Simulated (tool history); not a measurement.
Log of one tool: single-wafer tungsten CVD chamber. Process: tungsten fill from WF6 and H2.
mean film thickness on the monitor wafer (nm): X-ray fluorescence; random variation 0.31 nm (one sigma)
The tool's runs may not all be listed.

| run | day | heater temperature setpoint (deg C) | chamber pressure (mTorr) | deposition time (s) | mean film thickness on the monitor wafer (nm) |
|---|---|---|---|---|---|
| 1 | 0.000 | 380 | 50400 | 27.6 | 67.907 |
| 2 | 0.142 | 372 | 50400 | 27.6 | 56.774 |
| 3 | 0.342 | 372 | 50400 | 27.6 | 56.757 |
| 4 | 0.696 | 372 | 42600 | 27.6 | 50.373 |
| 5 | 0.804 | 381 | 43200 | 27.6 | 62.078 |
| 6 | 1.104 | 387 | 43800 | 27.6 | 71.238 |
| 7 | 1.196 | 392 | 44300 | 27.6 | 79.895 |
| 8 | 1.346 | 395 | 44700 | 27.6 | 85.616 |

The next listed run, before its measurement:
| 9 | 1.583 | 397 | 45000 | 27.6 | ? |

{"run 9": {"mean film thickness on the monitor wafer (nm)": 89.221}}
